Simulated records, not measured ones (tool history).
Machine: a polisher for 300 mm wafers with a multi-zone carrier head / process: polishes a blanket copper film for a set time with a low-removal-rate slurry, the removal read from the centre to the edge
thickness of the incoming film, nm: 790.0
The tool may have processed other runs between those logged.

| run | day | flow of slurry (ml/min) | pressure of the head's centre zone | pressure of the head's middle zone | pressure of the head's edge zone | abrasive content of the slurry | polishing time (s) | film removed at the wafer's centre (nm) | film removed at mid-radius (nm) | film removed at the wafer's edge (nm) |
|---|---|---|---|---|---|---|---|---|---|---|
| 1 | 0 | 160 | 1 | 1 | 1 | 1 | 58 | 173.09 | 171.68 | 171.99 |
| 2 | 0.204 | 160 | 1 | 1 | 0.92 | 1 | 58 | 171.5 | 168.53 | 164.18 |
| 3 | 0.571 | 160 | 1 | 1 | 0.92 | 1 | 50 | 149.31 | 147.35 | 139.59 |
| 4 | 0.829 | 155 | 1 | 0.99 | 0.93 | 1 | 50 | 147.86 | 145.55 | 139.84 |
| 5 | 1.188 | 155 | 1 | 0.99 | 0.85 | 1 | 50 | 149.46 | 145.38 | 130.28 |
| 6 | 1.388 | 155 | 1 | 0.99 | 0.85 | 1 | 37 | 109.16 | 107 | 101.44 |
| 7 | 1.742 | 170 | 1.02 | 1.02 | 0.9 | 1.05 | 37 | 113.25 | 113.2 | 103.48 |
| 8 | 2.083 | 170 | 1.03 | 1.02 | 0.94 | 1.15 | 38 | 120.94 | 119.73 | 112.55 |
| 9 | 2.362 | 175 | 1.04 | 1.03 | 0.98 | 1.2 | 38 | 125.49 | 121.97 | 115.91 |

What will run 10 give?
| 10 | 2.392 | 180 | 1.04 | 1.04 | 1.01 | 1.25 | 38 | ? | ? | ? |

{"run 10": {"film removed at the wafer's centre (nm)": 128.17, "film removed at mid-radius (nm)": 125.42, "film removed at the wafer's edge (nm)": 118.3}}
